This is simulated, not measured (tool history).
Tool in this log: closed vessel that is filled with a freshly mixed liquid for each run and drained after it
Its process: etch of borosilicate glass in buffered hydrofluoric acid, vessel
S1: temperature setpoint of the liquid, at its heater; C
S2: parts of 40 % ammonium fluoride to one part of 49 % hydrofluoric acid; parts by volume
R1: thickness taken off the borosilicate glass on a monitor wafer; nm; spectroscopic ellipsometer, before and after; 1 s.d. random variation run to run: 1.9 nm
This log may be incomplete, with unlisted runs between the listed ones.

Run 1, day 0.000: S1 23.0 C, S2 9.0 parts by volume, time in the liquid (s) 100. Result: R1 134.57 nm.
Run 2, day 0.067: S1 24.0 C, S2 9.0 parts by volume, time in the liquid (s) 100. Result: R1 142.27 nm.
Run 3, day 0.333: S1 24.0 C, S2 9.0 parts by volume, time in the liquid (s) 100. Result: R1 142.66 nm.
Run 4, day 0.567: S1 24.0 C, S2 11.0 parts by volume, time in the liquid (s) 100. Result: R1 120.03 nm.
Run 5, day 0.850: S1 24.5 C, S2 11.0 parts by volume, time in the liquid (s) 100. Result: R1 123.85 nm.
Run 6, day 1.108: S1 24.5 C, S2 11.0 parts by volume, time in the liquid (s) 110. Result: R1 134.95 nm.
Run 7, day 1.254: S1 25.0 C, S2 11.0 parts by volume, time in the liquid (s) 110. Result: R1 141.76 nm.

Estimate the outcome of run 8 from the log above:
Run 8, day 1.404: S1 29.0 C, S2 10.5 parts by volume, time in the liquid (s) 110. Result: R1 ?.

R1: 178.50 nm

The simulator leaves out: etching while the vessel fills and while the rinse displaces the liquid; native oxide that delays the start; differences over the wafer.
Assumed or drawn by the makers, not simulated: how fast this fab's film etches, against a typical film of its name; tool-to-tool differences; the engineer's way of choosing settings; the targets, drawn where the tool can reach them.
